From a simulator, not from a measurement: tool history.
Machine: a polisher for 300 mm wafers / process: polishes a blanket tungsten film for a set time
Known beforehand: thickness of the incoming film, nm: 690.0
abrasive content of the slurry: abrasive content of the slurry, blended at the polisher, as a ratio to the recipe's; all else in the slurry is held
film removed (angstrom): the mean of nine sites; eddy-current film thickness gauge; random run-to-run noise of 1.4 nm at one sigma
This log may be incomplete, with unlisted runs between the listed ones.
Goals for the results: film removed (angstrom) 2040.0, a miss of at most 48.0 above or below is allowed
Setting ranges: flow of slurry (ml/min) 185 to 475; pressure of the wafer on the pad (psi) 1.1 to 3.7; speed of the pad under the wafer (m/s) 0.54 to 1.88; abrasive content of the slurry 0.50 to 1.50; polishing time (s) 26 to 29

| run | hour | flow of slurry (ml/min) | pressure of the wafer on the pad (psi) | speed of the pad under the wafer (m/s) | abrasive content of the slurry | polishing time (s) | film removed (angstrom) |
|---|---|---|---|---|---|---|---|
| 1 | 0.0 | 305 | 2.4 | 1.20 | 1.00 | 29 | 1073.8 |
| 2 | 2.8 | 305 | 2.4 | 1.48 | 1.00 | 29 | 1302.3 |
| 3 | 8.6 | 310 | 2.7 | 1.48 | 1.00 | 29 | 1479.3 |
| 4 | 11.2 | 365 | 2.7 | 1.48 | 1.00 | 29 | 1485.6 |
| 5 | 12.7 | 365 | 2.9 | 1.48 | 1.00 | 29 | 1598.4 |
| 6 | 19.8 | 365 | 3.1 | 1.48 | 1.00 | 29 | 1688.4 |
| 7 | 22.3 | 365 | 3.3 | 1.48 | 1.00 | 29 | 1830.6 |
| 8 | 28.9 | 365 | 3.4 | 1.48 | 1.00 | 29 | 1886.1 |
| 9 | 34.3 | 365 | 3.5 | 1.48 | 1.00 | 29 | 1901.8 |

Of the 4 settings listed for the next run, only one would bring every result within its allowed miss of target. Which one?
| A | 39.7 | 330 | 3.4 | 1.44 | 1.20 | 29 | ? |
| B | 39.7 | 425 | 3.2 | 1.40 | 1.05 | 29 | ? |
| C | 39.7 | 310 | 3.4 | 1.70 | 0.85 | 29 | ? |
| D | 39.7 | 360 | 3.5 | 1.64 | 0.90 | 27 | ? |

| move | film removed (angstrom) |
|---|---|
| A | 1847.2 |
| B | 1685.5 |
| C | 2059.7 |
| D | 1937.6 |
A: lands further from the targets than the last run did
B: lands further from the targets than the last run did
C: each result inside its tolerance
D: closes in on the targets versus the last run, not all within tolerance yet
Go with C: it meets all targets.
